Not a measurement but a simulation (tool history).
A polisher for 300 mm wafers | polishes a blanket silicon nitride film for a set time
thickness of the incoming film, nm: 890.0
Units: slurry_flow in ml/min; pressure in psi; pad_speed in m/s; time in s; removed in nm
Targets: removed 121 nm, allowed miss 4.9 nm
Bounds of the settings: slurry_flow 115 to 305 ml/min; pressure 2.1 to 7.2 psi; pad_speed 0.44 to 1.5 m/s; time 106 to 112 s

run	day	slurry_flow	pressure	pad_speed	time	removed
1	0	195	4.6	0.96	106	199.31
2	0.079	195	5.4	0.96	106	229.08
3	0.171	195	5.4	0.96	112	243.42
4	0.408	195	5	0.94	112	224.19
5	0.538	195	5	0.94	106	210.52
6	0.75	195	5	0.94	112	224.15
7	0.979	195	4.6	0.92	112	200.17
8	1.288	195	4.3	0.92	112	191.43
9	1.35	195	4	0.92	112	177.23
10	1.575	195	3.8	0.92	112	167.37

Which of these 5 next moves meets every target?
A	1.8	135	3.7	0.6	106	?
B	1.8	185	4.2	1.06	112	?
C	1.8	115	2.4	1.1	106	?
D	1.8	210	5	1.28	112	?
E	1.8	195	4.4	1.04	112	?

move	removed
A	105.16
B	202.69
C	117.21
D	278.34
E	209.05
A: takes the result that was furthest off past its target
B: further off than the last run
C: meets every target
D: further off than the last run
E: further off than the last run
The right move is C.
